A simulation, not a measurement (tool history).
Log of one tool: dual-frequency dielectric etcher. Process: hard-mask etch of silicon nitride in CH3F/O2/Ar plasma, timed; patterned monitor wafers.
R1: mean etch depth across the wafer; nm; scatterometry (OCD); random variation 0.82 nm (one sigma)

Run 1, day 0: source power (kW) 0.38, bias power (kW) 0.082, etch time (s) 214.5. Result: R1 153.02 nm.
Run 2, day 0.35: source power (kW) 0.37, bias power (kW) 0.082, etch time (s) 214.5. Result: R1 152.07 nm.
Run 3, day 0.462: source power (kW) 0.36, bias power (kW) 0.082, etch time (s) 214.5. Result: R1 150.79 nm.
Run 4, day 0.679: source power (kW) 0.36, bias power (kW) 0.082, etch time (s) 224.5. Result: R1 157.26 nm.
At day 0.771: bias power generator calibrated.
Run 5, day 0.771: source power (kW) 0.35, bias power (kW) 0.082, etch time (s) 224.5. Result: R1 156.26 nm.
Run 6, day 0.929: source power (kW) 0.35, bias power (kW) 0.082, etch time (s) 224.5. Result: R1 157.76 nm.
Run 7, day 1.121: source power (kW) 0.35, bias power (kW) 0.082, etch time (s) 224.5. Result: R1 157.2 nm.
Run 8, day 1.371: source power (kW) 0.34, bias power (kW) 0.081, etch time (s) 224.5. Result: R1 154.13 nm.
Run 9, day 1.662: source power (kW) 0.33, bias power (kW) 0.081, etch time (s) 224.5. Result: R1 153.82 nm.
Run 10, day 1.862: source power (kW) 0.32, bias power (kW) 0.08, etch time (s) 224.5. Result: R1 152.5 nm.
Run 11, day 1.967: source power (kW) 0.31, bias power (kW) 0.079, etch time (s) 224.5. Result: R1 147.46 nm.
Run 12, day 2.054: source power (kW) 0.31, bias power (kW) 0.079, etch time (s) 224.5. Result: R1 149.72 nm.

Run 13 comes next. What will it give?
Run 13, day 2.333: source power (kW) 0.3, bias power (kW) 0.079, etch time (s) 224.5. Result: R1 ?.

Run 13 gave R1 149.54 nm.

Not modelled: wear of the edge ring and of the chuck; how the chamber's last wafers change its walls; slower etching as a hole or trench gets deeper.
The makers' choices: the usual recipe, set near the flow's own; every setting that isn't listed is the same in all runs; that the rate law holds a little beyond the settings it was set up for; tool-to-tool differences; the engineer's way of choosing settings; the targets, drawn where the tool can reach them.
